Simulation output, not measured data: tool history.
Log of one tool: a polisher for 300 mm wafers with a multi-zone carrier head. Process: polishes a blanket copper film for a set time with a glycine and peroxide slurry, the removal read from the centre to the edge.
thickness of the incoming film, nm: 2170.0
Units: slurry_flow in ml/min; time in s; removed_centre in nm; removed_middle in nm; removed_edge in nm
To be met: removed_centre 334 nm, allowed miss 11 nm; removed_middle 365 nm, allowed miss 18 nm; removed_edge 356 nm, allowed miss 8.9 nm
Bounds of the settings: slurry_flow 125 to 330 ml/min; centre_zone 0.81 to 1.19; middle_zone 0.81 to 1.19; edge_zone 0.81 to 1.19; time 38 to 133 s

Run 1, hour 0: slurry_flow 210 ml/min, centre_zone 1, middle_zone 1, edge_zone 1, time 85 s. Result: removed_centre 315.18 nm, removed_middle 317.29 nm, removed_edge 315.5 nm.
Run 2, hour 5: slurry_flow 220 ml/min, centre_zone 1, middle_zone 1.01, edge_zone 1.02, time 85 s. Result: removed_centre 317.61 nm, removed_middle 320.42 nm, removed_edge 319.98 nm.
Run 3, hour 7.3: slurry_flow 225 ml/min, centre_zone 1, middle_zone 1.02, edge_zone 1.04, time 86 s. Result: removed_centre 321.6 nm, removed_middle 322.24 nm, removed_edge 324.22 nm.
Run 4, hour 12: slurry_flow 185 ml/min, centre_zone 1, middle_zone 1.02, edge_zone 1.04, time 86 s. Result: removed_centre 314.2 nm, removed_middle 329.4 nm, removed_edge 317.56 nm.
Run 5, hour 16.8: slurry_flow 235 ml/min, centre_zone 1, middle_zone 1.02, edge_zone 1.04, time 86 s. Result: removed_centre 324.08 nm, removed_middle 338.62 nm, removed_edge 330.3 nm.
Run 6, hour 18.2: slurry_flow 235 ml/min, centre_zone 1, middle_zone 1.02, edge_zone 1.04, time 103 s. Result: removed_centre 391.14 nm, removed_middle 403.93 nm, removed_edge 389.37 nm.
Run 7, hour 25.6: slurry_flow 225 ml/min, centre_zone 0.99, middle_zone 1.01, edge_zone 1.03, time 102 s. Result: removed_centre 380.9 nm, removed_middle 394.59 nm, removed_edge 384.36 nm.
Run 8, hour 26.2: slurry_flow 185 ml/min, centre_zone 0.91, middle_zone 0.98, edge_zone 0.94, time 98 s. Result: removed_centre 326.07 nm, removed_middle 350.04 nm, removed_edge 342.34 nm.

Which of these 5 next moves meets every target?
Run A, hour 26.8: slurry_flow 205 ml/min, centre_zone 0.9, middle_zone 1.02, edge_zone 0.94, time 96 s. Result: removed_centre ?, removed_middle ?, removed_edge ?.
Run B, hour 26.8: slurry_flow 185 ml/min, centre_zone 0.87, middle_zone 0.98, edge_zone 0.95, time 98 s. Result: removed_centre ?, removed_middle ?, removed_edge ?.
Run C, hour 26.8: slurry_flow 165 ml/min, centre_zone 0.95, middle_zone 1.03, edge_zone 0.95, time 96 s. Result: removed_centre ?, removed_middle ?, removed_edge ?.
Run D, hour 26.8: slurry_flow 170 ml/min, centre_zone 0.98, middle_zone 1.08, edge_zone 0.87, time 98 s. Result: removed_centre ?, removed_middle ?, removed_edge ?.
Run E, hour 26.8: slurry_flow 165 ml/min, centre_zone 0.94, middle_zone 1.01, edge_zone 1, time 100 s. Result: removed_centre ?, removed_middle ?, removed_edge ?.

move  removed_centre  removed_middle  removed_edge
   A          317.92          362.95        342.75
   B          308.43          352.26        347.47
   C          320.39          352.13         334.9
   D          339.13          376.45        329.47
   E          330.39          360.75         357.6
A: as far off as the last run
B: brings the result that was furthest off to its target, and leaves another outside
C: further off than the last run
D: further off than the last run
E: meets every target
Answer: E
